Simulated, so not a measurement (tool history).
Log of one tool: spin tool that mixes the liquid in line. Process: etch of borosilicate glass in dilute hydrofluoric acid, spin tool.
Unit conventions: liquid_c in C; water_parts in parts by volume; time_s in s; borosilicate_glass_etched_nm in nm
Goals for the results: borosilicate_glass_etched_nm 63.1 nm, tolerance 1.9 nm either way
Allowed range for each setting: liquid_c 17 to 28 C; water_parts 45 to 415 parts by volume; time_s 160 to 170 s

| run | hour | liquid_c | water_parts | time_s | borosilicate_glass_etched_nm |
|---|---|---|---|---|---|
| 1 | 0 | 20 | 230 | 160 | 19.155 |
| 2 | 3.3 | 20 | 310 | 160 | 13.046 |
| 3 | 5.7 | 20 | 310 | 160 | 13.169 |
| 4 | 8.7 | 22 | 235 | 160 | 19.82 |
| 5 | 14.9 | 22 | 235 | 170 | 21.038 |
| 6 | 20 | 22 | 235 | 170 | 21.367 |
| 7 | 23.8 | 26 | 145 | 170 | 43.951 |
| 8 | 26.6 | 26.5 | 130 | 170 | 51.251 |
| 9 | 30.5 | 27 | 125 | 170 | 54.275 |
| 10 | 31.1 | 27.5 | 120 | 170 | 57.896 |

Below are 5 possible settings for the next run. Only one of them brings all results inside the allowed miss of their targets. Which is it?
| A | 31.7 | 25 | 100 | 165 | ? |
| B | 31.7 | 21 | 95 | 170 | ? |
| C | 31.7 | 28 | 135 | 170 | ? |
| D | 31.7 | 28 | 115 | 165 | ? |
| E | 31.7 | 28 | 120 | 170 | ? |

| move | borosilicate_glass_etched_nm |
|---|---|
| A | 62.421 |
| B | 58.025 |
| C | 51.104 |
| D | 59.758 |
| E | 58.618 |
A: every result within its allowed miss
B: roughly where the last run was
C: moves away from the targets compared with the last run
D: closes in on the targets versus the last run, not all within tolerance yet
E: closes in on the targets versus the last run, not all within tolerance yet
So the answer is move A, the one that meets all the targets.
